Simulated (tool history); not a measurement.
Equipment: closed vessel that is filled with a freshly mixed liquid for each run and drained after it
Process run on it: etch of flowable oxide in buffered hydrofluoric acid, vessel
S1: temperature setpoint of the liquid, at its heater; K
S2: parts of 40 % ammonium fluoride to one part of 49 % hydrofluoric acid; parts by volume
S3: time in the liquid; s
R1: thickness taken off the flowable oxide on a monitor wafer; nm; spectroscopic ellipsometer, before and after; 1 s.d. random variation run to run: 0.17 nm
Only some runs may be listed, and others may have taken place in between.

run 1 hour=0 | S1=294.15 S2=18 S3=30 | R1=28.038
run 2 hour=8.6 | S1=294.15 S2=13.5 S3=30 | R1=36.831
run 3 hour=15 | S1=294.15 S2=10 S3=30 | R1=49.435
run 4 hour=18.8 | S1=292.65 S2=13 S3=30 | R1=35.251
run 5 hour=25.5 | S1=291.65 S2=15 S3=30 | R1=29.634
run 6 hour=32.2 | S1=291.15 S2=16.5 S3=30 | R1=25.183
run 7 hour=37 | S1=290.65 S2=17.5 S3=30 | R1=23.422
run 8 hour=40.5 | S1=290.65 S2=18.5 S3=30 | R1=22.118
run 9 hour=48.5 | S1=290.65 S2=19 S3=30 | R1=21.576
run 10 hour=55 | S1=290.65 S2=19.5 S3=30 | R1=21.072

Forecast run 11:
run 11 hour=64 | S1=290.65 S2=20 S3=30 | R1=?

{"run 11": {"R1": 20.743}}

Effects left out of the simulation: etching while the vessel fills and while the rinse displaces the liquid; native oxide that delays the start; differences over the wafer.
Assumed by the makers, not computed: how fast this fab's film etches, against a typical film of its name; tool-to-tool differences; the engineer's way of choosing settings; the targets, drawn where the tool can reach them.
